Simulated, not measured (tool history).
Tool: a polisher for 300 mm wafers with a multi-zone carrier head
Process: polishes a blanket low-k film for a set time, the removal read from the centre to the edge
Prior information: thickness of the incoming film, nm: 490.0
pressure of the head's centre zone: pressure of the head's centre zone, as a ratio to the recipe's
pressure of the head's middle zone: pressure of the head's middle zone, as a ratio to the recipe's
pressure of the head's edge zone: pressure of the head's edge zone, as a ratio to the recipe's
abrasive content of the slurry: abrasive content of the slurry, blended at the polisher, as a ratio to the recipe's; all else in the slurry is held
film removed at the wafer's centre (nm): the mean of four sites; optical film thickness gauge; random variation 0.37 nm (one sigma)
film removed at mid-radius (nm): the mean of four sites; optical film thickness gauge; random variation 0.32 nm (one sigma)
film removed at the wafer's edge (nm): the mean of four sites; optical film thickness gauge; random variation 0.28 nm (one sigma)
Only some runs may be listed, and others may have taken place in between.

run  hour  flow of slurry (ml/min)  pressure of the head's centre zone  pressure of the head's middle zone  pressure of the head's edge zone  abrasive content of the slurry  polishing time (s)  film removed at the wafer's centre (nm)  film removed at mid-radius (nm)  film removed at the wafer's edge (nm)
  1   0.0                      125                                1.00                                1.00                              1.00                            1.00                  85                                   27.281                           28.788                                 28.010
  2   3.2                      125                                1.00                                1.09                              1.00                            1.00                  85                                   27.594                           30.673                                 28.166
  3   3.8                      125                                1.00                                1.09                              1.00                            0.85                  85                                   25.598                           28.672                                 26.683
  4   9.7                      125                                0.96                                1.09                              1.00                            0.85                  85                                   24.735                           28.694                                 26.357
  5  15.4                      100                                0.96                                1.09                              1.00                            0.85                  85                                   23.040                           26.857                                 25.632
  6  19.9                       75                                0.96                                1.09                              1.00                            0.85                  85                                   20.843                           25.086                                 23.805
  7  27.4                       75                                0.96                                1.09                              1.00                            0.85                  85                                   20.879                           24.560                                 24.087
  8  33.9                       90                                0.98                                1.06                              1.03                            0.90                  85                                   23.015                           26.836                                 25.965
  9  40.8                      100                                1.01                                1.02                              1.05                            0.90                  85                                   24.835                           25.944                                 26.513
 10  48.3                      110                                1.02                                1.01                              1.07                            0.90                  85                                   25.583                           26.821                                 27.431
 11  51.7                      120                                1.03                                0.99                              1.09                            0.90                  85                                   26.750                           26.574                                 27.542
 12  60.1                      125                                1.03                                0.98                              1.11                            0.95                  85                                   27.530                           27.534                                 29.003
 13  61.2                      135                                1.04                                0.97                              1.12                            0.95                  85                                   27.921                           27.207                                 29.311
 14  63.5                      140                                1.05                                0.97                              1.13                            1.00                  85                                   29.436                           28.105                                 30.213
 15  66.1                      145                                1.06                                0.97                              1.14                            1.05                  85                                   30.415                           29.625                                 31.298
 16  72.0                      150                                1.07                                0.96                              1.15                            1.05                  85                                   30.747                           28.906                                 31.220
 17  73.3                      155                                1.08                                0.96                              1.16                            1.10                  85                                   32.214                           30.000                                 32.415
 18  77.4                      160                                1.08                                0.96                              1.16                            1.10                  85                                   32.122                           29.474                                 32.063

Run 19, settings as shown, results not yet in. Your forecast:
 19  83.9                      160                                1.09                                0.96                              1.16                            1.15                  85                                        ?                                ?                                      ?

Run 19 came out at film removed at the wafer's centre (nm) 33.282, film removed at mid-radius (nm) 30.485, film removed at the wafer's edge (nm) 32.522.
